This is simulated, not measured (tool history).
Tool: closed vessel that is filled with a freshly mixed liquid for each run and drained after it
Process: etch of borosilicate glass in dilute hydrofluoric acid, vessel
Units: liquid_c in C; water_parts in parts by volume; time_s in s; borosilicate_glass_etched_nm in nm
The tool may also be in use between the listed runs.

run 1 hour=0 | liquid_c=25 water_parts=100 time_s=30 | borosilicate_glass_etched_nm=9.4863
run 2 hour=5 | liquid_c=25 water_parts=100 time_s=30 | borosilicate_glass_etched_nm=9.508
run 3 hour=14.2 | liquid_c=25 water_parts=85 time_s=30 | borosilicate_glass_etched_nm=11.378
run 4 hour=18.5 | liquid_c=25 water_parts=85 time_s=30 | borosilicate_glass_etched_nm=11.229
run 5 hour=27.1 | liquid_c=25 water_parts=60 time_s=30 | borosilicate_glass_etched_nm=16.372
run 6 hour=31.5 | liquid_c=25 water_parts=85 time_s=30 | borosilicate_glass_etched_nm=11.396
run 7 hour=36.6 | liquid_c=26 water_parts=85 time_s=30 | borosilicate_glass_etched_nm=11.887

The next listed run, before its measurement:
run 8 hour=40.8 | liquid_c=27 water_parts=85 time_s=30 | borosilicate_glass_etched_nm=?

borosilicate_glass_etched_nm: 12.358 nm
